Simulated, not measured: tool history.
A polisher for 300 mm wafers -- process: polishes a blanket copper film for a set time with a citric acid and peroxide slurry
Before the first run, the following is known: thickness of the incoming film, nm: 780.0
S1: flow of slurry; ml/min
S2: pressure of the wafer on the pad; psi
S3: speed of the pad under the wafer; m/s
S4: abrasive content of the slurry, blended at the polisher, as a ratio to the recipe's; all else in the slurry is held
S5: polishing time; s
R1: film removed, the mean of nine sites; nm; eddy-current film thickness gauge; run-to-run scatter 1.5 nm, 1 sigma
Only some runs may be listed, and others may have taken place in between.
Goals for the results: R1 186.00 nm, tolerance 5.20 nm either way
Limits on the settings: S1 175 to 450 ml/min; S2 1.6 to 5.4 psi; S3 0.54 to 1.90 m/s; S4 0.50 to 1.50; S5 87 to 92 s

| run | day | S1 | S2 | S3 | S4 | S5 | R1 |
|---|---|---|---|---|---|---|---|
| 1 | 0.000 | 290 | 3.5 | 1.22 | 1.00 | 87 | 281.30 |
| 2 | 0.325 | 290 | 3.5 | 1.50 | 1.00 | 87 | 341.28 |
| 3 | 0.612 | 290 | 3.2 | 1.50 | 1.00 | 87 | 325.56 |
| 4 | 0.846 | 260 | 3.2 | 1.50 | 1.00 | 87 | 318.33 |
| 5 | 1.121 | 295 | 3.2 | 1.50 | 1.00 | 87 | 319.73 |
| 6 | 1.254 | 295 | 2.8 | 1.44 | 1.00 | 87 | 286.13 |
| 7 | 1.392 | 290 | 2.5 | 1.38 | 1.00 | 87 | 256.71 |
| 8 | 1.429 | 285 | 2.3 | 1.34 | 1.00 | 87 | 242.74 |

Of the 4 settings listed for the next run, only one would bring every result within its allowed miss of target. Which one?
| A | 1.467 | 270 | 2.4 | 1.20 | 1.10 | 87 | ? |
| B | 1.467 | 295 | 1.8 | 1.22 | 1.10 | 87 | ? |
| C | 1.467 | 285 | 2.1 | 1.08 | 1.05 | 87 | ? |
| D | 1.467 | 300 | 2.6 | 1.16 | 1.00 | 87 | ? |

| move | R1 |
|---|---|
| A | 223.73 |
| B | 198.68 |
| C | 187.95 |
| D | 224.30 |
A: nearer the targets than the last run, but a result is still out of spec
B: nearer the targets than the last run, but a result is still out of spec
C: hits every target within its allowed miss
D: nearer the targets than the last run, but a result is still out of spec
C meets every target.

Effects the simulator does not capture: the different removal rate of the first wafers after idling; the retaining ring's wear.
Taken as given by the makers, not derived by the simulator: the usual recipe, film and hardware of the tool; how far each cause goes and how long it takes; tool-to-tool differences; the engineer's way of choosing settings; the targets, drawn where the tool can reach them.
